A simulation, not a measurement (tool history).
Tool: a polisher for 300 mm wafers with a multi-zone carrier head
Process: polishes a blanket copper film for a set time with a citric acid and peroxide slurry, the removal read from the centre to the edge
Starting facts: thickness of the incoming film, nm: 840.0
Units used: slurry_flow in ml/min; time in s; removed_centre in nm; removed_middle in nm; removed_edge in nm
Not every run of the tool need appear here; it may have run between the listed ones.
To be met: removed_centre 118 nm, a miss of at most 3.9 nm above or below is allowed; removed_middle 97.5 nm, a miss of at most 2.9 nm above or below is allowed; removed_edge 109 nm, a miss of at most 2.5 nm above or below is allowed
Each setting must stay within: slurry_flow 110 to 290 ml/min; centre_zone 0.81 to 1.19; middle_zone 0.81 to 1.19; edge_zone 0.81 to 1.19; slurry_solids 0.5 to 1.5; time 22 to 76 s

run,hour,slurry_flow,centre_zone,middle_zone,edge_zone,slurry_solids,time,removed_centre,removed_middle,removed_edge
1,0,185,1,1,1,1,49,75.315,72.613,75.279
2,7.7,185,0.95,1,1,1,49,70.413,73.122,74.909
3,16.7,185,0.95,1,1,1.15,49,72.817,75.16,77.059
4,20.7,195,0.99,1,1.04,1.25,51,82.469,80.554,83.551
5,26.5,195,0.95,1,1.04,1.25,51,77.97,81.326,84.569
6,32.7,205,0.98,0.99,1.07,1.3,52,84.712,83.026,89.185
7,38,215,1.01,1,1.09,1.35,53,88.215,86.181,92.526
8,39.5,220,1.04,1,1.1,1.4,54,94.677,88.685,95.247
9,46.3,230,1.06,1,1.12,1.4,55,98.649,89.588,98.647
10,52,235,1.08,1.01,1.13,1.4,56,103.73,94.402,101.16
11,53.9,240,1.1,1.01,1.14,1.4,56,103.8,94.71,100.99
12,58,245,1.12,1,1.15,1.4,56,106.65,92.939,101.6
13,63.2,250,1.13,1,1.16,1.4,56,109.55,93.061,103.09
14,67.8,255,1.14,1,1.17,1.4,56,111.61,94.078,103.97
15,76.3,255,1.14,1,1.17,1.4,56,111.74,93.355,103.91
16,82,260,1.14,1,1.17,1.4,56,109.95,93.334,104.63
17,87.4,265,1.15,1,1.17,1.4,56,112.97,95.125,104.07
# hour 95.1: edge zone pressure recalibrated
18,95.1,270,1.15,1,1.17,1.4,56,110.94,94.89,102.69

Which of these 5 next moves meets every target?
A,102.8,280,1.13,0.95,1.18,1.5,59,?,?,?
B,102.8,250,1.02,0.96,1.17,1.4,61,?,?,?
C,102.8,245,1.18,1.03,1.16,1.35,58,?,?,?
D,102.8,250,1.19,1.02,1.14,1.5,54,?,?,?
E,102.8,265,1.11,0.92,1.19,1.35,59,?,?,?

move,removed_centre,removed_middle,removed_edge
A,119.75,96.472,110.19
B,108.54,97.785,110.45
C,117.88,97.459,103.32
D,113.96,92.645,98.11
E,113.81,90.933,107.33
A: hits every target within its allowed miss
B: corrects the largest miss of the last run, while another result sits out of spec
C: closer than the last run, but not yet in spec
D: lands further from the targets than the last run did
E: corrects the largest miss of the last run, while another result sits out of spec
The right move is A.

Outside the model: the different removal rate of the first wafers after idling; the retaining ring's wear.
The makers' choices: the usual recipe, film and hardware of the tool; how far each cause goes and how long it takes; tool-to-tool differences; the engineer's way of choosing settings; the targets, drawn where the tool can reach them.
